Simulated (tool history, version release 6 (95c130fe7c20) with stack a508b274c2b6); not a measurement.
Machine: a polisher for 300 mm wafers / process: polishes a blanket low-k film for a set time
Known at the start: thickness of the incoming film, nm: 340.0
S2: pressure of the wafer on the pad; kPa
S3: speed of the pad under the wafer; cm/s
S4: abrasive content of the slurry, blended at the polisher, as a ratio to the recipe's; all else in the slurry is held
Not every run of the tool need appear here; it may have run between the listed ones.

run 1 hour=0 | flow_of_slurry_(ml/min)=280 S2=11.7 S3=128 S4=1 polishing_time_(s)=104 | film_removed_(Å)=429.4
run 2 hour=3.3 | flow_of_slurry_(ml/min)=285 S2=13.1 S3=128 S4=1 polishing_time_(s)=104 | film_removed_(Å)=478.65
run 3 hour=4.6 | flow_of_slurry_(ml/min)=290 S2=13.8 S3=128 S4=1 polishing_time_(s)=104 | film_removed_(Å)=503.76
run 4 hour=9.8 | flow_of_slurry_(ml/min)=290 S2=13.8 S3=128 S4=1 polishing_time_(s)=110 | film_removed_(Å)=529.08
run 5 hour=12 | flow_of_slurry_(ml/min)=290 S2=13.8 S3=128 S4=0.9 polishing_time_(s)=110 | film_removed_(Å)=490.77
run 6 hour=15.1 | flow_of_slurry_(ml/min)=290 S2=14.5 S3=128 S4=0.9 polishing_time_(s)=110 | film_removed_(Å)=508.59
run 7 hour=20.1 | flow_of_slurry_(ml/min)=290 S2=14.5 S3=128 S4=0.9 polishing_time_(s)=110 | film_removed_(Å)=518.61

Run 8 comes next. What will it give?
run 8 hour=29.1 | flow_of_slurry_(ml/min)=290 S2=15.2 S3=128 S4=0.9 polishing_time_(s)=110 | film_removed_(Å)=?

film removed (Å): 535.49
